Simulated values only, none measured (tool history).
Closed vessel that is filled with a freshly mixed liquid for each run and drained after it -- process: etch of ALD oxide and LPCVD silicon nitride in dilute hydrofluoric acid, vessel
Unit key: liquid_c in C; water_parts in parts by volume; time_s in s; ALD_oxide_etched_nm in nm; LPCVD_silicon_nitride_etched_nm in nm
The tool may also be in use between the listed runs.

run    day  liquid_c  water_parts  time_s  ALD_oxide_etched_nm  LPCVD_silicon_nitride_etched_nm
  1  0.000      25.0           55      60               27.148                          0.55116
  2  0.067      25.0           55      45               20.415                          0.40622
  3  0.279      27.5           55      45               22.651                          0.48622
  4  0.612      27.5           55      30               15.034                          0.32207
  5  0.804      27.5           45      30               18.639                          0.39815
  6  0.892      27.5           45      50               31.157                          0.63201

Run 7 is up next; what results do you expect?
  7  0.925      24.0           45      50                    ?                                ?

Run 7 yielded ALD_oxide_etched_nm 27.133 nm, LPCVD_silicon_nitride_etched_nm 0.51792 nm.

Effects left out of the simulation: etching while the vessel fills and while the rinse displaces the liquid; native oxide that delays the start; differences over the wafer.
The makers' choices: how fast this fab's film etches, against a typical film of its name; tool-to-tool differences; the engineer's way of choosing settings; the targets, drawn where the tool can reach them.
